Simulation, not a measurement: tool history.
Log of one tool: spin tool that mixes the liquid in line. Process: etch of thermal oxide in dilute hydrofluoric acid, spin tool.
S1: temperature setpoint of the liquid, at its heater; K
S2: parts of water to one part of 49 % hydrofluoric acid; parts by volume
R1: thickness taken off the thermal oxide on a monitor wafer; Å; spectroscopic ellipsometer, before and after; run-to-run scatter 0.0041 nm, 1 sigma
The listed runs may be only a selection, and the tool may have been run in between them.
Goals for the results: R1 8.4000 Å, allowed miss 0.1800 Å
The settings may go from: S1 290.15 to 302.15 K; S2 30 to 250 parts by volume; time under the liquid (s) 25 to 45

{"run": 1, "day": 0.0, "S1": 294.15, "S2": 140, "time under the liquid (s)": 45, "R1": 12.061}
{"run": 2, "day": 0.267, "S1": 296.65, "S2": 140, "time under the liquid (s)": 45, "R1": 13.188}
{"run": 3, "day": 0.4, "S1": 299.15, "S2": 140, "time under the liquid (s)": 45, "R1": 14.505}
{"run": 4, "day": 0.588, "S1": 296.65, "S2": 150, "time under the liquid (s)": 45, "R1": 12.165}
{"run": 5, "day": 0.621, "S1": 294.65, "S2": 150, "time under the liquid (s)": 45, "R1": 11.27}
{"run": 6, "day": 0.808, "S1": 293.15, "S2": 155, "time under the liquid (s)": 45, "R1": 10.203}
{"run": 7, "day": 0.921, "S1": 292.15, "S2": 160, "time under the liquid (s)": 45, "R1": 9.4867}
{"run": 8, "day": 1.196, "S1": 291.65, "S2": 160, "time under the liquid (s)": 45, "R1": 9.2757}
{"run": 9, "day": 1.538, "S1": 291.15, "S2": 160, "time under the liquid (s)": 45, "R1": 9.0677}
{"run": 10, "day": 1.812, "S1": 290.65, "S2": 160, "time under the liquid (s)": 45, "R1": 8.9223}

Of the 4 settings listed for the next run, only one would bring every result within its allowed miss of target. Which one?
{"run": "A", "day": 2.088, "S1": 290.65, "S2": 175, "time under the liquid (s)": 45, "R1": "?"}
{"run": "B", "day": 2.088, "S1": 290.65, "S2": 150, "time under the liquid (s)": 45, "R1": "?"}
{"run": "C", "day": 2.088, "S1": 291.65, "S2": 110, "time under the liquid (s)": 25, "R1": "?"}
{"run": "D", "day": 2.088, "S1": 290.15, "S2": 165, "time under the liquid (s)": 45, "R1": "?"}

move=A R1=8.1210
move=B R1=9.7062
move=C R1=7.9805
move=D R1=8.5215
A: pushes the last run's worst result past its target
B: moves away from the targets compared with the last run
C: pushes the last run's worst result past its target
D: each result inside its tolerance
Correct choice: D, which meets every target
